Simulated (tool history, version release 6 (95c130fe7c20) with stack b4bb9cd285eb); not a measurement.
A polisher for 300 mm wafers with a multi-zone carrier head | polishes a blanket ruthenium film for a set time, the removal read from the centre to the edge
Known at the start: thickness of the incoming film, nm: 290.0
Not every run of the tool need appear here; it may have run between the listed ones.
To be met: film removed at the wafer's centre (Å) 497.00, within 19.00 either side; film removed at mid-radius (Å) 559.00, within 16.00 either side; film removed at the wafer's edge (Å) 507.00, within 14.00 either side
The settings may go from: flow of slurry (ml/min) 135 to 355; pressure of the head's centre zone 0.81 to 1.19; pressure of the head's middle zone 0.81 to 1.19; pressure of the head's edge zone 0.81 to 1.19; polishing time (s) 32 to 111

run,hour,flow of slurry (ml/min),pressure of the head's centre zone,pressure of the head's middle zone,pressure of the head's edge zone,polishing time (s),film removed at the wafer's centre (Å),film removed at mid-radius (Å),film removed at the wafer's edge (Å)
1,0.0,225,1.00,1.00,1.00,71,775.55,756.12,759.36
2,8.6,220,0.97,1.01,0.95,64,678.56,674.27,667.89
3,14.9,215,0.94,1.04,0.91,59,593.24,641.36,591.93
4,17.4,205,0.92,1.03,0.88,57,573.95,608.92,564.43
5,23.2,205,0.92,1.03,0.96,57,553.43,609.26,590.14
6,31.8,205,0.92,1.03,0.96,66,668.14,708.48,684.73
7,39.7,195,0.90,1.03,0.86,49,482.94,527.06,478.02
8,46.0,210,0.90,1.04,0.87,49,480.38,533.68,480.03
9,51.3,210,0.91,1.05,0.89,49,489.09,528.03,497.48
10,52.4,210,0.91,1.07,0.88,49,487.23,539.84,488.18
11,57.3,215,0.91,1.08,0.89,49,483.05,549.29,488.58

Which of these 5 next moves meets every target?
A,62.2,205,0.83,1.02,1.05,49,?,?,?
B,62.2,225,0.86,1.07,0.92,49,?,?,?
C,62.2,215,0.84,1.11,0.94,49,?,?,?
D,62.2,210,0.91,1.07,0.97,51,?,?,?
E,62.2,250,0.92,1.10,0.94,49,?,?,?

move,film removed at the wafer's centre (Å),film removed at mid-radius (Å),film removed at the wafer's edge (Å)
A,439.95,521.56,526.25
B,460.59,543.55,497.40
C,447.88,554.32,500.41
D,502.31,561.41,527.83
E,497.72,559.32,506.28
A: pushes the last run's worst result past its target
B: corrects the largest miss of the last run, while another result sits out of spec
C: corrects the largest miss of the last run, while another result sits out of spec
D: pushes the last run's worst result past its target
E: meets every target
Go with E: it meets all targets.

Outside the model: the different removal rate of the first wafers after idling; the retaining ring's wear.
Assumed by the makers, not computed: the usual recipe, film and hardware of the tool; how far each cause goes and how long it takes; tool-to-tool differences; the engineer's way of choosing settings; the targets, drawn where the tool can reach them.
